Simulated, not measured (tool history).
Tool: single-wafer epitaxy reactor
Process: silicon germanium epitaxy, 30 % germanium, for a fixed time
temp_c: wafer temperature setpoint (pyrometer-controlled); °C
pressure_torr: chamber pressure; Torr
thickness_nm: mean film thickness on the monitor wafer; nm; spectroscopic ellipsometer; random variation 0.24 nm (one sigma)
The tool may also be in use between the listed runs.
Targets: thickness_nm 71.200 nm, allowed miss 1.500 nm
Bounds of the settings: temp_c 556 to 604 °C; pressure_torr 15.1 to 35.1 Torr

Run 1, day 0.000: temp_c 580 °C, pressure_torr 25.1 Torr. Result: thickness_nm 39.532 nm.
Run 2, day 0.046: temp_c 580 °C, pressure_torr 27.6 Torr. Result: thickness_nm 41.674 nm.
Run 3, day 0.333: temp_c 583 °C, pressure_torr 28.0 Torr. Result: thickness_nm 44.939 nm.
Run 4, day 0.458: temp_c 585 °C, pressure_torr 28.1 Torr. Result: thickness_nm 47.304 nm.
Run 5, day 0.550: temp_c 585 °C, pressure_torr 31.7 Torr. Result: thickness_nm 50.161 nm.
At day 0.796: pyrometer calibrated.
Run 6, day 0.796: temp_c 587 °C, pressure_torr 31.7 Torr. Result: thickness_nm 58.980 nm.
Run 7, day 1.088: temp_c 588 °C, pressure_torr 31.7 Torr. Result: thickness_nm 59.684 nm.
Run 8, day 1.217: temp_c 589 °C, pressure_torr 31.7 Torr. Result: thickness_nm 61.359 nm.
Run 9, day 1.342: temp_c 592 °C, pressure_torr 31.7 Torr. Result: thickness_nm 65.304 nm.

Which of these 4 next moves meets every target?
Run A, day 1.467: temp_c 592 °C, pressure_torr 33.5 Torr. Result: thickness_nm ?.
Run B, day 1.467: temp_c 598 °C, pressure_torr 32.0 Torr. Result: thickness_nm ?.
Run C, day 1.467: temp_c 601 °C, pressure_torr 29.2 Torr. Result: thickness_nm ?.
Run D, day 1.467: temp_c 595 °C, pressure_torr 33.6 Torr. Result: thickness_nm ?.

move  thickness_nm
   A        67.332
   B        74.516
   C        75.431
   D        71.833
A: nearer than the last run, and not there yet
B: takes the result that was furthest off past its target
C: takes the result that was furthest off past its target
D: meets every target
The right move is D.

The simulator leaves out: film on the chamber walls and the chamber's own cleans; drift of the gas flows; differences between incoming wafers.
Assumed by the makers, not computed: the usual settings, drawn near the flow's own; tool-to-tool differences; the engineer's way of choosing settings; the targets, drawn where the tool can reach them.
